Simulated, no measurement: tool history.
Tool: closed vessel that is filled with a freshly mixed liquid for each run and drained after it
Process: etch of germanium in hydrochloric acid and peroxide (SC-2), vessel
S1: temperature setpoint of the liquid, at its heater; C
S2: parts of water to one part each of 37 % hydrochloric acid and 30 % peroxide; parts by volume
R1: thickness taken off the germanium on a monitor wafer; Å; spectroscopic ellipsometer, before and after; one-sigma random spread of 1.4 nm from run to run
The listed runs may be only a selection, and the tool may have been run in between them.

run 1 day=0.000 | S1=55.0 S2=9.5 time_in_the_liquid_(s)=95 | R1=2577.6
run 2 day=0.083 | S1=56.0 S2=9.5 time_in_the_liquid_(s)=95 | R1=2638.1
run 3 day=0.112 | S1=57.0 S2=9.5 time_in_the_liquid_(s)=95 | R1=2726.8
run 4 day=0.304 | S1=53.5 S2=9.5 time_in_the_liquid_(s)=95 | R1=2437.9
run 5 day=0.600 | S1=55.0 S2=9.5 time_in_the_liquid_(s)=95 | R1=2569.8
run 6 day=0.675 | S1=55.0 S2=11.0 time_in_the_liquid_(s)=95 | R1=2528.2
-- day=0.996 thermometer replaced
run 7 day=0.996 | S1=56.5 S2=11.0 time_in_the_liquid_(s)=95 | R1=2848.1

For run 8, what comes out?
run 8 day=1.338 | S1=57.0 S2=11.0 time_in_the_liquid_(s)=95 | R1=?

{"run 8": {"R1": 2866.0}}
